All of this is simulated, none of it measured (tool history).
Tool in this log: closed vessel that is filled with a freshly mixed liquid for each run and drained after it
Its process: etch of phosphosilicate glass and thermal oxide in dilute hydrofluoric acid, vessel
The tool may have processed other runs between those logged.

| run | hour | temperature setpoint of the liquid (°C) | parts of water to one part of 49 % hydrofluoric acid (parts by volume) | time in the liquid (s) | thickness taken off the phosphosilicate glass on a monitor wafer (angstrom) | thickness taken off the thermal oxide on a monitor wafer (angstrom) |
|---|---|---|---|---|---|---|
| 1 | 0 | 24 | 50 | 60 | 1990.9 | 59.946 |
| 2 | 3.1 | 23 | 50 | 60 | 1914.9 | 57.459 |
| 3 | 6.4 | 23 | 50 | 80 | 2616.5 | 76.246 |
| 4 | 9.8 | 23 | 40 | 80 | 3242 | 95.929 |
| 5 | 14 | 25.5 | 40 | 80 | 3629.2 | 107.76 |
| 6 | 19.7 | 22.5 | 40 | 80 | 3219 | 95.331 |

The next listed run, before its measurement:
| 7 | 26.1 | 18.5 | 60 | 80 | ? | ? |

thickness taken off the phosphosilicate glass on a monitor wafer (angstrom): 1769.6
thickness taken off the thermal oxide on a monitor wafer (angstrom): 52.071

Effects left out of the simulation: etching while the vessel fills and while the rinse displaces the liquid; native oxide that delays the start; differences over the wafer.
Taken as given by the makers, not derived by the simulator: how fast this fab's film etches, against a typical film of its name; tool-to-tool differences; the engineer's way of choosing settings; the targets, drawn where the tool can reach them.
